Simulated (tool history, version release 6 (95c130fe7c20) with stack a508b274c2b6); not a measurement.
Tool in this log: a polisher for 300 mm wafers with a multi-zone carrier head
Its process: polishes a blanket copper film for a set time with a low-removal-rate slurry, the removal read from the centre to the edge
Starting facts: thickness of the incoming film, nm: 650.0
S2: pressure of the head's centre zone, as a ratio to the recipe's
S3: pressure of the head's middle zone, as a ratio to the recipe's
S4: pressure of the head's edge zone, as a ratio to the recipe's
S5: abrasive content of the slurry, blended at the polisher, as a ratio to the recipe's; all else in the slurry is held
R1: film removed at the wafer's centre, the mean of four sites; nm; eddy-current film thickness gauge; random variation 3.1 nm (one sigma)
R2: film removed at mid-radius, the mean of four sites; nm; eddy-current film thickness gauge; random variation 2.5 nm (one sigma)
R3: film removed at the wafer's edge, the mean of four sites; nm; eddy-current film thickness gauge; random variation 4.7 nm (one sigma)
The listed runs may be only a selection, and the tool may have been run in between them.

Run 1, day 0.000: flow of slurry (ml/min) 210, S2 1.00, S3 1.00, S4 1.00, S5 1.00, polishing time (s) 55. Result: R1 232.38 nm, R2 234.41 nm, R3 247.50 nm.
Run 2, day 0.129: flow of slurry (ml/min) 215, S2 1.02, S3 1.01, S4 1.03, S5 1.10, polishing time (s) 56. Result: R1 245.21 nm, R2 244.55 nm, R3 255.16 nm.
Run 3, day 0.300: flow of slurry (ml/min) 215, S2 1.02, S3 1.01, S4 1.03, S5 1.10, polishing time (s) 69. Result: R1 301.85 nm, R2 300.84 nm, R3 325.28 nm.
Run 4, day 0.671: flow of slurry (ml/min) 225, S2 1.03, S3 1.01, S4 1.04, S5 1.10, polishing time (s) 69. Result: R1 298.96 nm, R2 305.12 nm, R3 324.89 nm.
Run 5, day 0.825: flow of slurry (ml/min) 225, S2 1.08, S3 1.01, S4 1.04, S5 1.10, polishing time (s) 69. Result: R1 320.14 nm, R2 305.67 nm, R3 321.46 nm.
Run 6, day 0.958: flow of slurry (ml/min) 225, S2 1.02, S3 1.01, S4 1.04, S5 1.10, polishing time (s) 69. Result: R1 300.26 nm, R2 304.83 nm, R3 326.45 nm.
Run 7, day 1.154: flow of slurry (ml/min) 225, S2 1.03, S3 1.00, S4 1.05, S5 1.15, polishing time (s) 69. Result: R1 315.43 nm, R2 304.45 nm, R3 322.61 nm.

Run 8, settings as shown, results not yet in. Your forecast:
Run 8, day 1.396: flow of slurry (ml/min) 255, S2 1.03, S3 0.98, S4 1.15, S5 1.15, polishing time (s) 70. Result: R1 ?, R2 ?, R3 ?.

R1: 317.57 nm
R2: 304.49 nm
R3: 349.03 nm
